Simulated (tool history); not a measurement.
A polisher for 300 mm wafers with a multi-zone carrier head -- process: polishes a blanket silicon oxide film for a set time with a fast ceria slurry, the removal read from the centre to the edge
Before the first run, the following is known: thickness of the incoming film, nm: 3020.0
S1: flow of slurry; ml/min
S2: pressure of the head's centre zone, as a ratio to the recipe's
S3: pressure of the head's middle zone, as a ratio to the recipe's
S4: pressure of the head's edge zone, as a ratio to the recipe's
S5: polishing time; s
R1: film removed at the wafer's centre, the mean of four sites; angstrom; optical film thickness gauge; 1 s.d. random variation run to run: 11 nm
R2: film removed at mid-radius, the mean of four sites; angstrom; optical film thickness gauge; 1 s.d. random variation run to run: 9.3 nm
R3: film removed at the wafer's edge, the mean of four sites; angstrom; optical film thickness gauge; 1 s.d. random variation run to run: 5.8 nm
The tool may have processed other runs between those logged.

run 1 hour=0 | S1=270 S2=1 S3=1 S4=1 S5=67 | R1=7357.3 R2=7055.6 R3=7304.9
run 2 hour=5.8 | S1=210 S2=1 S3=1 S4=1 S5=67 | R1=7051.7 R2=6892.3 R3=7143
run 3 hour=11.4 | S1=210 S2=1 S3=1.07 S4=1 S5=67 | R1=6878.3 R2=7165.5 R3=7091.4
run 4 hour=18.6 | S1=210 S2=1 S3=1.07 S4=1 S5=75 | R1=7793.8 R2=8108.8 R3=7988.8
run 5 hour=25.2 | S1=225 S2=1.01 S3=1.05 S4=1.02 S5=75 | R1=8041.1 R2=7908 R3=8153.3
run 6 hour=29.9 | S1=225 S2=1.01 S3=1.02 S4=1.02 S5=75 | R1=8039.1 R2=7928.5 R3=8074.4
run 7 hour=31.9 | S1=240 S2=1.02 S3=1.01 S4=1.04 S5=75 | R1=8215.6 R2=7789.9 R3=8278.2

What does the tool deliver on the next run?
run 8 hour=38.7 | S1=250 S2=1.03 S3=1.01 S4=1.05 S5=75 | R1=? R2=? R3=?

Logged for run 8: R1 8447.8 angstrom, R2 7959.4 angstrom, R3 8410 angstrom.

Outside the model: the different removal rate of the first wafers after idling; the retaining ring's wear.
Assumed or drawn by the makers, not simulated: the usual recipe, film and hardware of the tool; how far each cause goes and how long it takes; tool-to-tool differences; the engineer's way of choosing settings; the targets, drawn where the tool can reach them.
